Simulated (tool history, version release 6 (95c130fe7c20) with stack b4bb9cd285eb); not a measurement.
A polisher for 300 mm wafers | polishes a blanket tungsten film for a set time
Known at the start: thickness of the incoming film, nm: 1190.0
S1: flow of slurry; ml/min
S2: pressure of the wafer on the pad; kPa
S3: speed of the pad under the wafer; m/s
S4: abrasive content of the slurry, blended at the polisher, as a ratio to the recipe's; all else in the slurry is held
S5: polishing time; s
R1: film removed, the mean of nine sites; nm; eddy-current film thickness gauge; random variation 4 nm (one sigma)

{"run": 1, "hour": 0.0, "S1": 225, "S2": 32.4, "S3": 0.94, "S4": 1.0, "S5": 70, "R1": 408.17}
{"run": 2, "hour": 2.3, "S1": 225, "S2": 32.4, "S3": 1.04, "S4": 1.0, "S5": 70, "R1": 453.74}
{"run": 3, "hour": 4.1, "S1": 225, "S2": 32.4, "S3": 1.04, "S4": 1.0, "S5": 73, "R1": 474.66}
{"run": 4, "hour": 4.7, "S1": 225, "S2": 37.2, "S3": 1.04, "S4": 1.0, "S5": 73, "R1": 548.45}
{"run": 5, "hour": 7.3, "S1": 225, "S2": 31.7, "S3": 1.02, "S4": 1.0, "S5": 73, "R1": 454.33}
{"run": 6, "hour": 10.5, "S1": 225, "S2": 31.7, "S3": 1.2, "S4": 1.0, "S5": 73, "R1": 541.26}
{"run": 7, "hour": 19.4, "S1": 225, "S2": 26.2, "S3": 1.18, "S4": 1.0, "S5": 73, "R1": 438.4}
{"run": 8, "hour": 22.7, "S1": 225, "S2": 23.4, "S3": 1.18, "S4": 1.0, "S5": 73, "R1": 388.77}
{"run": 9, "hour": 31.7, "S1": 225, "S2": 22.1, "S3": 1.18, "S4": 1.0, "S5": 73, "R1": 371.96}

The next listed run, before its measurement:
{"run": 10, "hour": 34.2, "S1": 225, "S2": 20.7, "S3": 1.18, "S4": 1.0, "S5": 73, "R1": "?"}

{"run 10": {"R1": 357.73}}

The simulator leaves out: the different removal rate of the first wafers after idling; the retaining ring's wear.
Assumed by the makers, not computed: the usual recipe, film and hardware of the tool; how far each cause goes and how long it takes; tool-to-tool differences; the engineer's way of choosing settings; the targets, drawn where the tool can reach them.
